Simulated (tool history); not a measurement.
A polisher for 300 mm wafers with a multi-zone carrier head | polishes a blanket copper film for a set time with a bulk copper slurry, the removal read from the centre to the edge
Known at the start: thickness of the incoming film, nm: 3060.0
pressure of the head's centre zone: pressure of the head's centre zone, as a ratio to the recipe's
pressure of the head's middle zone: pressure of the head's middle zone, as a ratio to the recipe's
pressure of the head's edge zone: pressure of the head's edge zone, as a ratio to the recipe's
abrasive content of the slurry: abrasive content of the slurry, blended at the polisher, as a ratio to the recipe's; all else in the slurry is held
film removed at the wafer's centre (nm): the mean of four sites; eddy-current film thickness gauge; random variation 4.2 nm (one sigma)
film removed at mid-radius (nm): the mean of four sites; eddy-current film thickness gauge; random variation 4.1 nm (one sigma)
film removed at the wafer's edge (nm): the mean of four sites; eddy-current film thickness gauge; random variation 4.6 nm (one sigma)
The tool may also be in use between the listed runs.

| run | hour | flow of slurry (ml/min) | pressure of the head's centre zone | pressure of the head's middle zone | pressure of the head's edge zone | abrasive content of the slurry | polishing time (s) | film removed at the wafer's centre (nm) | film removed at mid-radius (nm) | film removed at the wafer's edge (nm) |
|---|---|---|---|---|---|---|---|---|---|---|
| 1 | 0 | 135 | 1 | 1 | 1 | 1 | 64 | 728.41 | 740.16 | 743.24 |
| 2 | 1.9 | 155 | 1 | 1 | 1 | 1 | 64 | 761.78 | 733.47 | 756.3 |
| 3 | 9.6 | 155 | 1 | 1 | 1 | 1 | 80 | 928.59 | 943.15 | 938.78 |
| 4 | 12.7 | 155 | 1 | 1.08 | 1 | 1 | 80 | 945.06 | 979.54 | 936.81 |
| 5 | 19.2 | 155 | 1 | 1.08 | 0.96 | 1 | 80 | 934.29 | 982.11 | 930.47 |
| 6 | 20.4 | 140 | 1.03 | 1.02 | 0.94 | 0.9 | 69 | 815.43 | 800.24 | 764.61 |
| 7 | 29.4 | 125 | 1.03 | 0.97 | 0.94 | 0.8 | 60 | 659.85 | 641.77 | 646.64 |
| 8 | 36.5 | 115 | 1.06 | 0.94 | 0.94 | 0.75 | 53 | 600.28 | 536.97 | 544.18 |
| 9 | 39.8 | 115 | 1.06 | 0.91 | 0.97 | 0.7 | 48 | 535.63 | 474.78 | 503.97 |
| 10 | 47.3 | 115 | 1.07 | 0.89 | 0.98 | 0.65 | 44 | 494.64 | 414.9 | 457.59 |

Forecast run 11:
| 11 | 55.8 | 115 | 1.08 | 0.88 | 0.98 | 0.6 | 42 | ? | ? | ? |

{"run 11": {"film removed at the wafer's centre (nm)": 471.08, "film removed at mid-radius (nm)": 387.79, "film removed at the wafer's edge (nm)": 439.25}}
